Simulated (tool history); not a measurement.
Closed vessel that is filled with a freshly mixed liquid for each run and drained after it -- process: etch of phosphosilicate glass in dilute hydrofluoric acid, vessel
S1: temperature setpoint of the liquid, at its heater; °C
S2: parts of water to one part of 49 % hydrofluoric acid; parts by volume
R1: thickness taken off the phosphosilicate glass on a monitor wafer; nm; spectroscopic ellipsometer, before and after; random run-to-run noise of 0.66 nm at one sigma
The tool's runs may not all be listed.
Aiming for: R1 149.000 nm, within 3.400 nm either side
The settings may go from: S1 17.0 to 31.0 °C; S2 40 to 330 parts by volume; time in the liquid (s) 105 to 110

{"run": 1, "hour": 0.0, "S1": 23.0, "S2": 185, "time in the liquid (s)": 105, "R1": 48.051}
{"run": 2, "hour": 5.5, "S1": 25.0, "S2": 155, "time in the liquid (s)": 105, "R1": 63.892}
{"run": 3, "hour": 6.3, "S1": 25.0, "S2": 125, "time in the liquid (s)": 105, "R1": 81.903}
{"run": 4, "hour": 13.4, "S1": 25.0, "S2": 180, "time in the liquid (s)": 105, "R1": 53.146}
{"run": 5, "hour": 17.8, "S1": 26.5, "S2": 155, "time in the liquid (s)": 105, "R1": 67.725}
{"run": 6, "hour": 20.6, "S1": 26.5, "S2": 205, "time in the liquid (s)": 105, "R1": 47.955}
{"run": 7, "hour": 25.8, "S1": 27.5, "S2": 175, "time in the liquid (s)": 105, "R1": 60.278}
{"run": 8, "hour": 29.6, "S1": 28.0, "S2": 150, "time in the liquid (s)": 105, "R1": 74.094}
{"run": 9, "hour": 36.1, "S1": 28.5, "S2": 130, "time in the liquid (s)": 105, "R1": 88.929}
{"run": 10, "hour": 41.5, "S1": 31.0, "S2": 60, "time in the liquid (s)": 105, "R1": 236.67}
{"run": 11, "hour": 46.5, "S1": 27.0, "S2": 60, "time in the liquid (s)": 105, "R1": 204.08}
{"run": 12, "hour": 54.7, "S1": 25.0, "S2": 60, "time in the liquid (s)": 105, "R1": 184.72}
{"hour": 55.5, "done": "hydrofluoric acid flow meter replaced"}
{"run": 13, "hour": 55.5, "S1": 23.5, "S2": 60, "time in the liquid (s)": 105, "R1": 187.2}

Which of these 5 next moves meets every target?
{"run": "A", "hour": 56.3, "S1": 23.0, "S2": 50, "time in the liquid (s)": 110, "R1": "?"}
{"run": "B", "hour": 56.3, "S1": 25.5, "S2": 80, "time in the liquid (s)": 105, "R1": "?"}
{"run": "C", "hour": 56.3, "S1": 26.5, "S2": 50, "time in the liquid (s)": 105, "R1": "?"}
{"run": "D", "hour": 56.3, "S1": 23.0, "S2": 45, "time in the liquid (s)": 110, "R1": "?"}
{"run": "E", "hour": 56.3, "S1": 22.5, "S2": 80, "time in the liquid (s)": 105, "R1": "?"}

move=A R1=233.660
move=B R1=148.360
move=C R1=257.370
move=D R1=261.310
move=E R1=131.500
A: further off than the last run
B: all results land within tolerance of their targets
C: further off than the last run
D: further off than the last run
E: the result that was furthest off in the last run now lies on the other side of its target
B is the move that brings every result within its allowed miss.
